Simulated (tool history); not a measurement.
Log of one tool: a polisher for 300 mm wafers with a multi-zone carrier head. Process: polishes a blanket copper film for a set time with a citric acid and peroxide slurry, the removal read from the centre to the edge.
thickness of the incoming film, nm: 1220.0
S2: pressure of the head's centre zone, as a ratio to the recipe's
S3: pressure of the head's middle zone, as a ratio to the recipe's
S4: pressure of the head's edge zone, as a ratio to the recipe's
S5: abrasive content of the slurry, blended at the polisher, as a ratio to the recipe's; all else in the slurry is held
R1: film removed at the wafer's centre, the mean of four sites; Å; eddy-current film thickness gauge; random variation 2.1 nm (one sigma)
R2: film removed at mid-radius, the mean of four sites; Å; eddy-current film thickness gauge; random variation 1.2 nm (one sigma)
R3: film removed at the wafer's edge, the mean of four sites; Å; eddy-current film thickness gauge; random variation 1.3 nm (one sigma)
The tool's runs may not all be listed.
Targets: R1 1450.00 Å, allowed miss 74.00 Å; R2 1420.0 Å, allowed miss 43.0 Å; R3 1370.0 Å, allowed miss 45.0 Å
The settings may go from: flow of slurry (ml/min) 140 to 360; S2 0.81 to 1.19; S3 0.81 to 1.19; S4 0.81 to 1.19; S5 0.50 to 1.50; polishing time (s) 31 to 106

run 1 hour=0.0 | flow_of_slurry_(ml/min)=230 S2=1.00 S3=1.00 S4=1.00 S5=1.00 polishing_time_(s)=68 | R1=999.82 R2=1088.3 R3=1126.2
run 2 hour=7.4 | flow_of_slurry_(ml/min)=235 S2=1.02 S3=1.01 S4=1.01 S5=1.05 polishing_time_(s)=68 | R1=1075.40 R2=1113.8 R3=1145.8
run 3 hour=13.4 | flow_of_slurry_(ml/min)=240 S2=1.03 S3=1.03 S4=1.02 S5=1.10 polishing_time_(s)=68 | R1=1057.40 R2=1147.2 R3=1151.3
run 4 hour=21.0 | flow_of_slurry_(ml/min)=240 S2=1.03 S3=1.03 S4=1.02 S5=1.30 polishing_time_(s)=68 | R1=1124.60 R2=1196.9 R3=1222.4
run 5 hour=23.7 | flow_of_slurry_(ml/min)=245 S2=1.05 S3=1.04 S4=1.03 S5=1.30 polishing_time_(s)=68 | R1=1153.40 R2=1214.1 R3=1216.0
run 6 hour=29.9 | flow_of_slurry_(ml/min)=250 S2=1.06 S3=1.05 S4=1.04 S5=1.30 polishing_time_(s)=68 | R1=1158.40 R2=1222.3 R3=1241.1
run 7 hour=34.1 | flow_of_slurry_(ml/min)=255 S2=1.07 S3=1.06 S4=1.04 S5=1.30 polishing_time_(s)=68 | R1=1158.90 R2=1231.1 R3=1241.9
run 8 hour=40.9 | flow_of_slurry_(ml/min)=255 S2=1.08 S3=1.06 S4=1.03 S5=1.30 polishing_time_(s)=69 | R1=1186.10 R2=1255.7 R3=1233.8

Which of these 4 next moves meets every target?
run A hour=47.7 | flow_of_slurry_(ml/min)=265 S2=1.19 S3=1.03 S4=0.91 S5=1.40 polishing_time_(s)=84 | R1=? R2=? R3=?
run B hour=47.7 | flow_of_slurry_(ml/min)=255 S2=1.19 S3=1.05 S4=1.01 S5=1.35 polishing_time_(s)=73 | R1=? R2=? R3=?
run C hour=47.7 | flow_of_slurry_(ml/min)=280 S2=1.19 S3=1.02 S4=0.88 S5=1.40 polishing_time_(s)=72 | R1=? R2=? R3=?
run D hour=47.7 | flow_of_slurry_(ml/min)=195 S2=1.19 S3=1.11 S4=1.06 S5=1.30 polishing_time_(s)=78 | R1=? R2=? R3=?

move=A R1=1683.20 R2=1523.7 R3=1479.0
move=B R1=1441.40 R2=1326.6 R3=1332.2
move=C R1=1452.80 R2=1303.5 R3=1254.6
move=D R1=1460.70 R2=1415.3 R3=1400.5
A: takes the result that was furthest off past its target
B: nearer than the last run, and not there yet
C: nearer than the last run, and not there yet
D: meets every target
Move D is the one to make.

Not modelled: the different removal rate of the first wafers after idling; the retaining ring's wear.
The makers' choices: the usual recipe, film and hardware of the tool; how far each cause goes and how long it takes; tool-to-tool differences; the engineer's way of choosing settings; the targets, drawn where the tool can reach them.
